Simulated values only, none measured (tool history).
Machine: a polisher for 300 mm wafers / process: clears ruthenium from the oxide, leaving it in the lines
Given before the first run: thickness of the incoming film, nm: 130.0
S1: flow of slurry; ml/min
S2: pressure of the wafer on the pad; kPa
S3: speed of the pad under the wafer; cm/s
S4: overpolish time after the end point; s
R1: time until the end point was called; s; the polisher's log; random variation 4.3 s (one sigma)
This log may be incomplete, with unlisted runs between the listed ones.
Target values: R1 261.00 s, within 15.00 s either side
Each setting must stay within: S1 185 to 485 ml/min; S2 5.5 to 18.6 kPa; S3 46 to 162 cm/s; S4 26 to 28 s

{"run": 1, "hour": 0.0, "S1": 310, "S2": 11.7, "S3": 104, "S4": 26, "R1": 146.54}
{"run": 2, "hour": 5.0, "S1": 275, "S2": 11.7, "S3": 104, "S4": 26, "R1": 147.54}
{"run": 3, "hour": 8.2, "S1": 275, "S2": 10.3, "S3": 102, "S4": 26, "R1": 164.86}
{"run": 4, "hour": 13.4, "S1": 275, "S2": 10.3, "S3": 102, "S4": 28, "R1": 167.28}
{"run": 5, "hour": 20.7, "S1": 275, "S2": 13.1, "S3": 102, "S4": 28, "R1": 131.39}
{"run": 6, "hour": 29.0, "S1": 275, "S2": 11.0, "S3": 98, "S4": 28, "R1": 161.19}
{"run": 7, "hour": 32.5, "S1": 275, "S2": 9.7, "S3": 96, "S4": 28, "R1": 191.69}
{"run": 8, "hour": 39.1, "S1": 275, "S2": 9.7, "S3": 96, "S4": 28, "R1": 186.98}
{"run": 9, "hour": 44.1, "S1": 275, "S2": 8.3, "S3": 94, "S4": 28, "R1": 222.54}
{"run": 10, "hour": 49.3, "S1": 275, "S2": 7.6, "S3": 94, "S4": 28, "R1": 238.59}

Exactly one of the 5 candidate moves below puts every result within its allowed miss. Which one?
{"run": "A", "hour": 54.5, "S1": 290, "S2": 7.6, "S3": 112, "S4": 28, "R1": "?"}
{"run": "B", "hour": 54.5, "S1": 335, "S2": 6.9, "S3": 94, "S4": 26, "R1": "?"}
{"run": "C", "hour": 54.5, "S1": 250, "S2": 6.2, "S3": 92, "S4": 28, "R1": "?"}
{"run": "D", "hour": 54.5, "S1": 330, "S2": 6.2, "S3": 130, "S4": 28, "R1": "?"}
{"run": "E", "hour": 54.5, "S1": 340, "S2": 11.7, "S3": 70, "S4": 28, "R1": "?"}

move=A R1=214.37
move=B R1=272.32
move=C R1=312.23
move=D R1=224.72
move=E R1=211.34
A: further off than the last run
B: every result lands within tolerance
C: takes the result that was furthest off past its target
D: further off than the last run
E: further off than the last run
Correct choice: B, which meets every target
